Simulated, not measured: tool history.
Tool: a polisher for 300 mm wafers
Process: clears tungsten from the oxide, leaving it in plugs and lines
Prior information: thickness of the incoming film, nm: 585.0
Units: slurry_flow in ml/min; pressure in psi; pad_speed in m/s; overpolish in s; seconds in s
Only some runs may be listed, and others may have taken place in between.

Run 1, hour 0.0: slurry_flow 230 ml/min, pressure 3.2 psi, pad_speed 1.20 m/s, slurry_solids 1.00, overpolish 13 s. Result: seconds 102.18 s.
Run 2, hour 4.4: slurry_flow 230 ml/min, pressure 3.2 psi, pad_speed 1.20 m/s, slurry_solids 1.00, overpolish 10 s. Result: seconds 103.06 s.
Run 3, hour 6.8: slurry_flow 230 ml/min, pressure 3.2 psi, pad_speed 1.20 m/s, slurry_solids 0.85, overpolish 10 s. Result: seconds 108.27 s.
Run 4, hour 12.6: slurry_flow 230 ml/min, pressure 3.1 psi, pad_speed 1.20 m/s, slurry_solids 0.85, overpolish 10 s. Result: seconds 111.34 s.
Run 5, hour 15.0: slurry_flow 230 ml/min, pressure 3.0 psi, pad_speed 1.20 m/s, slurry_solids 0.85, overpolish 10 s. Result: seconds 114.90 s.
Run 6, hour 23.0: slurry_flow 230 ml/min, pressure 2.9 psi, pad_speed 1.20 m/s, slurry_solids 0.85, overpolish 10 s. Result: seconds 119.45 s.
Run 7, hour 30.3: slurry_flow 230 ml/min, pressure 2.8 psi, pad_speed 1.20 m/s, slurry_solids 0.85, overpolish 10 s. Result: seconds 121.53 s.

What does the tool deliver on the next run?
Run 8, hour 33.9: slurry_flow 220 ml/min, pressure 2.0 psi, pad_speed 1.18 m/s, slurry_solids 0.85, overpolish 10 s. Result: seconds ?.

Logged for run 8: seconds 173.74 s.

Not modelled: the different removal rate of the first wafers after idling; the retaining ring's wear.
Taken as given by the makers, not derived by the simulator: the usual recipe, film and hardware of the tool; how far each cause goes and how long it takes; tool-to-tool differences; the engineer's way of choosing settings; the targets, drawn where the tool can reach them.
